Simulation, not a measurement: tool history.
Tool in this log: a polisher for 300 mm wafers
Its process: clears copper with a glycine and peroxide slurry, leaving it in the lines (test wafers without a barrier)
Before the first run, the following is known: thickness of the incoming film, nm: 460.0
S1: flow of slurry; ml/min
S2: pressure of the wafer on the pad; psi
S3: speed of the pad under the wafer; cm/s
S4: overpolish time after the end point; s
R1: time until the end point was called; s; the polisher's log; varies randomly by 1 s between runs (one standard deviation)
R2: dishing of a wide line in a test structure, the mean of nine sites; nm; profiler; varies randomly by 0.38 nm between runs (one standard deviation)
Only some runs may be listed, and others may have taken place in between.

Run 1, hour 0: S1 145 ml/min, S2 2 psi, S3 98 cm/s, S4 19 s. Result: R1 87.079 s, R2 53.702 nm.
Run 2, hour 7.8: S1 145 ml/min, S2 2 psi, S3 100 cm/s, S4 17 s. Result: R1 88.621 s, R2 50.634 nm.
Run 3, hour 9.5: S1 145 ml/min, S2 2 psi, S3 116 cm/s, S4 17 s. Result: R1 77.939 s, R2 53.806 nm.
Run 4, hour 18.4: S1 110 ml/min, S2 2 psi, S3 116 cm/s, S4 17 s. Result: R1 80.647 s, R2 52.442 nm.
Run 5, hour 24.8: S1 105 ml/min, S2 2 psi, S3 120 cm/s, S4 16 s. Result: R1 81.702 s, R2 51.128 nm.
Run 6, hour 25.5: S1 120 ml/min, S2 1.9 psi, S3 122 cm/s, S4 15 s. Result: R1 79.057 s, R2 47.893 nm.
Run 7, hour 29.6: S1 125 ml/min, S2 1.9 psi, S3 124 cm/s, S4 14 s. Result: R1 79.082 s, R2 46.306 nm.
Run 8, hour 37.2: S1 130 ml/min, S2 1.9 psi, S3 126 cm/s, S4 13 s. Result: R1 77.815 s, R2 44.779 nm.
Run 9, hour 41.4: S1 135 ml/min, S2 1.9 psi, S3 128 cm/s, S4 12 s. Result: R1 77.087 s, R2 41.471 nm.

Run 10 comes next. What will it give?
Run 10, hour 42.5: S1 140 ml/min, S2 1.9 psi, S3 130 cm/s, S4 12 s. Result: R1 ?, R2 ?.

R1: 75.206 s
R2: 42.648 nm
